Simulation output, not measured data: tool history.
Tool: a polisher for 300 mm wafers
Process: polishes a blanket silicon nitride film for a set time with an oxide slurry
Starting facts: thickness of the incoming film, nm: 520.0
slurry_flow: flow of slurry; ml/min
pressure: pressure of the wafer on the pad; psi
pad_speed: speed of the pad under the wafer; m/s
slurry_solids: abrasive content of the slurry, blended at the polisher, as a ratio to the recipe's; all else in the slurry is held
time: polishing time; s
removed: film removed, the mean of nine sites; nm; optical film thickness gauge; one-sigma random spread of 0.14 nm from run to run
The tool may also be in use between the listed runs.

{"run": 1, "hour": 0.0, "slurry_flow": 155, "pressure": 4.1, "pad_speed": 1.4, "slurry_solids": 1.0, "time": 28, "removed": 28.867}
{"run": 2, "hour": 6.5, "slurry_flow": 155, "pressure": 4.1, "pad_speed": 1.4, "slurry_solids": 1.1, "time": 28, "removed": 30.794}
{"run": 3, "hour": 15.0, "slurry_flow": 155, "pressure": 3.6, "pad_speed": 1.24, "slurry_solids": 1.05, "time": 27, "removed": 23.609}
{"run": 4, "hour": 21.8, "slurry_flow": 155, "pressure": 3.6, "pad_speed": 1.56, "slurry_solids": 1.05, "time": 27, "removed": 27.936}
{"run": 5, "hour": 22.8, "slurry_flow": 155, "pressure": 3.2, "pad_speed": 1.36, "slurry_solids": 1.0, "time": 27, "removed": 21.21}
{"run": 6, "hour": 29.6, "slurry_flow": 155, "pressure": 4.2, "pad_speed": 1.36, "slurry_solids": 1.0, "time": 27, "removed": 27.925}

Run 7 has not been measured yet. What should we expect?
{"run": 7, "hour": 36.0, "slurry_flow": 155, "pressure": 3.7, "pad_speed": 1.2, "slurry_solids": 1.0, "time": 27, "removed": "?"}

{"run 7": {"removed": 23.073}}
